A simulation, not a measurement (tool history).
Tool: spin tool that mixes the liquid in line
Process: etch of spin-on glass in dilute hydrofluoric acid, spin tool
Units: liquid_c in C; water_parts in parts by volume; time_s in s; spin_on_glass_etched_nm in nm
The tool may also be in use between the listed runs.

run    day  liquid_c  water_parts  time_s  spin_on_glass_etched_nm
  1      0        21          185      15                   3.2069
  2  0.238        21          240      15                   2.3085
  3  0.508      22.5          215      15                   2.7762
  4  0.562      23.5          190      15                   3.4355
  5    0.7      23.5          190      15                    3.425
  6  1.042      24.5          170      15                   4.0027
  7  1.362        25          155      15                   4.5683
  8  1.458      25.5          145      15                   5.0355
  9  1.771        26          135      15                   5.5592

Run 10 comes next. What will it give?
 10  2.075        26          135      15                        ?

Run 10 gave spin_on_glass_etched_nm 5.5845 nm.
